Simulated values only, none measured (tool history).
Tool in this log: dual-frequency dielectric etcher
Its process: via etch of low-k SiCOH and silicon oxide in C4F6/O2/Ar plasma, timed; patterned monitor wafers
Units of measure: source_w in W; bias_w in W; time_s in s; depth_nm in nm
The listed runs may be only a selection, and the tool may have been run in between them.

run  hour  source_w  bias_w  time_s  depth_nm
  1   0.0       420     169    34.5    80.315
  2   4.1       460     169    34.5    82.915
  3   4.9       410     169    34.5    80.331
  4   5.8       430     170    34.5    80.681
  5   8.8       430     170    31.5    74.312
  6  13.8       430     188    31.5    76.874
     16.4  -- source power generator calibrated
  7  16.4       460     190    31.5    78.153
  8  22.3       480     195    31.5    80.394
  9  29.7       480     195    31.5    80.726
 10  35.5       480     195    31.5    80.778
 11  38.0       500     196    31.5    81.434
 12  42.1       520     197    31.5    82.159

Run 13 has not been measured yet. What should we expect?
 13  46.4       530     200    31.5         ?

{"run 13": {"depth_nm": 82.988}}

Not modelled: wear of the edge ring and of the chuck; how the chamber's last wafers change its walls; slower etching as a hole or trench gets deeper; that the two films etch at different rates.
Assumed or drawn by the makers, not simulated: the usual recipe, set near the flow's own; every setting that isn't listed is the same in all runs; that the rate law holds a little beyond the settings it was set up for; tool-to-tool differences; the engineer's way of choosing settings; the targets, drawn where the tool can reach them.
